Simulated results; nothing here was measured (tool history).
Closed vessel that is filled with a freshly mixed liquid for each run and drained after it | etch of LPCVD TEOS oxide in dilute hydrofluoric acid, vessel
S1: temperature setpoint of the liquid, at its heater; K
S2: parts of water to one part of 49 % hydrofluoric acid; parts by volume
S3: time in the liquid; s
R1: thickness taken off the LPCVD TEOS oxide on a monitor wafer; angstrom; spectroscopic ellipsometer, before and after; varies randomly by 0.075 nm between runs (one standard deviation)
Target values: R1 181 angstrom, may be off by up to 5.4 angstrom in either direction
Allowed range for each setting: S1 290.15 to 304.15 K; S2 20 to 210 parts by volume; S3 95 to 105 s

run  hour      S1   S2   S3      R1
  1     0  296.15  115   95  281.01
  2   4.8  296.15  115   95  280.98
  3  13.7  296.15   90   95  369.27
  4  18.4  295.15  100   95   315.6
  5  24.6  295.15  100  105  349.15
  6  26.8  297.65  100  105  386.46
  7  35.3  296.15  110  105  325.82
  8  37.7  295.15  115  105  299.54
  9  42.5  294.15  120  105   272.8
 10  51.1  293.15  125  105  250.51
 11    55  292.65  130  105  235.81
 12  57.8  292.15  135  105  220.45
 13  60.6  291.65  140  105  206.51

4 candidate next runs follow, results not yet known. Just one meets every target within its allowed miss. Identify it.
  A  63.4  295.15  150   95   ?
  B  63.4  290.15  135   95   ?
  C  63.4  292.15  120  105   ?
  D  63.4  293.15  120  105   ?

move      R1
   A  198.61
   B  183.35
   C  251.36
   D  261.81
A: nearer than the last run, and not there yet
B: hits every target within its allowed miss
C: lands further from the targets than the last run did
D: lands further from the targets than the last run did
Correct choice: B, which meets every target
